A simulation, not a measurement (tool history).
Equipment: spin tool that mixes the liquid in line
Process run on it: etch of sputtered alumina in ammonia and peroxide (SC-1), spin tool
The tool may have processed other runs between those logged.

run,hour,temperature setpoint of the liquid (C),parts of 29 % ammonia solution to one part of 30 % peroxide (parts by volume),time under the liquid (s),thickness taken off the sputtered alumina on a monitor wafer (angstrom)
1,0.0,50.0,0.65,115,67.565
2,4.0,50.0,0.80,115,68.009
3,12.2,47.5,0.80,115,59.276
4,20.2,46.0,0.80,115,55.616
5,28.7,44.5,0.80,115,50.162
6,33.8,44.5,0.80,115,50.513
7,37.0,43.5,0.80,115,47.918

Forecast run 8:
8,37.9,43.0,0.80,115,?

Run 8 yielded thickness taken off the sputtered alumina on a monitor wafer (angstrom) 46.278.
